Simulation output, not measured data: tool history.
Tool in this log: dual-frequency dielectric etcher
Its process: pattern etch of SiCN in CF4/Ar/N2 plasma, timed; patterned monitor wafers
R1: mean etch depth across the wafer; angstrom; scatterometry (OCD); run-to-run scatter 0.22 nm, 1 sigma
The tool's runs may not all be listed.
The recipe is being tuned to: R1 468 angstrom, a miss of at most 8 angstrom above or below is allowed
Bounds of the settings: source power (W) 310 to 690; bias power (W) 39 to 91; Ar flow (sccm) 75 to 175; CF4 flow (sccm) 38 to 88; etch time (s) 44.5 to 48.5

{"run": 1, "hour": 0.0, "source power (W)": 500, "bias power (W)": 65, "Ar flow (sccm)": 125, "CF4 flow (sccm)": 63, "etch time (s)": 48.5, "R1": 398}
{"run": 2, "hour": 7.8, "source power (W)": 500, "bias power (W)": 65, "Ar flow (sccm)": 110, "CF4 flow (sccm)": 63, "etch time (s)": 48.5, "R1": 407.09}
{"run": 3, "hour": 14.5, "source power (W)": 500, "bias power (W)": 65, "Ar flow (sccm)": 110, "CF4 flow (sccm)": 69, "etch time (s)": 48.5, "R1": 406.24}
{"run": 4, "hour": 16.7, "source power (W)": 520, "bias power (W)": 65, "Ar flow (sccm)": 110, "CF4 flow (sccm)": 69, "etch time (s)": 48.5, "R1": 420.6}
{"run": 5, "hour": 24.0, "source power (W)": 560, "bias power (W)": 65, "Ar flow (sccm)": 110, "CF4 flow (sccm)": 69, "etch time (s)": 48.5, "R1": 439.31}
{"run": 6, "hour": 25.8, "source power (W)": 570, "bias power (W)": 65, "Ar flow (sccm)": 110, "CF4 flow (sccm)": 69, "etch time (s)": 48.5, "R1": 446.16}
{"run": 7, "hour": 32.2, "source power (W)": 580, "bias power (W)": 65, "Ar flow (sccm)": 110, "CF4 flow (sccm)": 69, "etch time (s)": 48.5, "R1": 453.6}
{"run": 8, "hour": 37.6, "source power (W)": 590, "bias power (W)": 65, "Ar flow (sccm)": 110, "CF4 flow (sccm)": 69, "etch time (s)": 48.5, "R1": 455.58}
{"run": 9, "hour": 38.9, "source power (W)": 590, "bias power (W)": 65, "Ar flow (sccm)": 110, "CF4 flow (sccm)": 69, "etch time (s)": 48.5, "R1": 454.66}

5 candidate next runs follow, results not yet known. Just one meets every target within its allowed miss. Identify it.
{"run": "A", "hour": 40.2, "source power (W)": 530, "bias power (W)": 71, "Ar flow (sccm)": 99, "CF4 flow (sccm)": 79, "etch time (s)": 46.5, "R1": "?"}
{"run": "B", "hour": 40.2, "source power (W)": 600, "bias power (W)": 69, "Ar flow (sccm)": 105, "CF4 flow (sccm)": 74, "etch time (s)": 47.5, "R1": "?"}
{"run": "C", "hour": 40.2, "source power (W)": 580, "bias power (W)": 61, "Ar flow (sccm)": 100, "CF4 flow (sccm)": 65, "etch time (s)": 48, "R1": "?"}
{"run": "D", "hour": 40.2, "source power (W)": 560, "bias power (W)": 69, "Ar flow (sccm)": 114, "CF4 flow (sccm)": 73, "etch time (s)": 48.5, "R1": "?"}
{"run": "E", "hour": 40.2, "source power (W)": 550, "bias power (W)": 71, "Ar flow (sccm)": 153, "CF4 flow (sccm)": 78, "etch time (s)": 48.5, "R1": "?"}

move=A R1=430.61
move=B R1=467.87
move=C R1=441.79
move=D R1=448.9
move=E R1=432.27
A: its largest miss is bigger than the last run's
B: every result within its allowed miss
C: its largest miss is bigger than the last run's
D: its largest miss is bigger than the last run's
E: its largest miss is bigger than the last run's
The move that meets every target is B.

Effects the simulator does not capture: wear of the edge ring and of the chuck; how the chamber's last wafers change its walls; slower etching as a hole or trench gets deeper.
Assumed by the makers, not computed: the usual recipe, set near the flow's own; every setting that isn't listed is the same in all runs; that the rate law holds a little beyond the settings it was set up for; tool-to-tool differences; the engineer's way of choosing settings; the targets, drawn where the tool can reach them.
